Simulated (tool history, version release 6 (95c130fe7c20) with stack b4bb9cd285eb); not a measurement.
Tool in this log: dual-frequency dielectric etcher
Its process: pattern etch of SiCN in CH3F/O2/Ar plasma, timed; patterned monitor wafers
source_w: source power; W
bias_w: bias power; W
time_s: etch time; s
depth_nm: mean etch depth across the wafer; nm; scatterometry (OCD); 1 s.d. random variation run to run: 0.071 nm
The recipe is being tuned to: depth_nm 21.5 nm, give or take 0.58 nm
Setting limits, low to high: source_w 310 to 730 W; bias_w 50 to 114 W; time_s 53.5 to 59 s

Run 1, hour 0: source_w 520 W, bias_w 82 W, time_s 59 s. Result: depth_nm 25.711 nm.
Run 2, hour 0.9: source_w 490 W, bias_w 80 W, time_s 58.5 s. Result: depth_nm 24.503 nm.
Run 3, hour 6.8: source_w 470 W, bias_w 79 W, time_s 58.5 s. Result: depth_nm 23.948 nm.
Run 4, hour 8.8: source_w 450 W, bias_w 78 W, time_s 58.5 s. Result: depth_nm 23.258 nm.
Run 5, hour 15.6: source_w 360 W, bias_w 78 W, time_s 58.5 s. Result: depth_nm 20.566 nm.
Run 6, hour 18.3: source_w 440 W, bias_w 78 W, time_s 58.5 s. Result: depth_nm 22.755 nm.
Run 7, hour 19.7: source_w 430 W, bias_w 78 W, time_s 58.5 s. Result: depth_nm 22.757 nm.
Run 8, hour 27.1: source_w 360 W, bias_w 73 W, time_s 58 s. Result: depth_nm 19.638 nm.
Run 9, hour 30.9: source_w 370 W, bias_w 73 W, time_s 58 s. Result: depth_nm 19.934 nm.
Run 10, hour 36: source_w 380 W, bias_w 73 W, time_s 58 s. Result: depth_nm 20.238 nm.
At hour 42.9: wet clean of the chamber.
Run 11, hour 42.9: source_w 390 W, bias_w 73 W, time_s 58 s. Result: depth_nm 19.762 nm.
Run 12, hour 46: source_w 400 W, bias_w 73 W, time_s 58 s. Result: depth_nm 19.93 nm.
Run 13, hour 54.3: source_w 410 W, bias_w 73 W, time_s 58 s. Result: depth_nm 20.314 nm.
Run 14, hour 57.9: source_w 420 W, bias_w 73 W, time_s 58 s. Result: depth_nm 20.664 nm.
Run 15, hour 65.7: source_w 430 W, bias_w 73 W, time_s 58 s. Result: depth_nm 20.798 nm.
Run 16, hour 67.8: source_w 430 W, bias_w 73 W, time_s 58 s. Result: depth_nm 20.681 nm.

Which one of the following 4 next-run settings gets every result inside its allowed miss? There is exactly one.
Run A, hour 69.9: source_w 460 W, bias_w 60 W, time_s 59 s. Result: depth_nm ?.
Run B, hour 69.9: source_w 480 W, bias_w 71 W, time_s 53.5 s. Result: depth_nm ?.
Run C, hour 69.9: source_w 470 W, bias_w 77 W, time_s 59 s. Result: depth_nm ?.
Run D, hour 69.9: source_w 460 W, bias_w 70 W, time_s 59 s. Result: depth_nm ?.

move  depth_nm
   A    19.834
   B    20.068
   C    22.815
   D    21.492
A: moves away from the targets compared with the last run
B: moves away from the targets compared with the last run
C: the result that was furthest off in the last run now lies on the other side of its target
D: meets every target
So the answer is move D, the one that meets all the targets.

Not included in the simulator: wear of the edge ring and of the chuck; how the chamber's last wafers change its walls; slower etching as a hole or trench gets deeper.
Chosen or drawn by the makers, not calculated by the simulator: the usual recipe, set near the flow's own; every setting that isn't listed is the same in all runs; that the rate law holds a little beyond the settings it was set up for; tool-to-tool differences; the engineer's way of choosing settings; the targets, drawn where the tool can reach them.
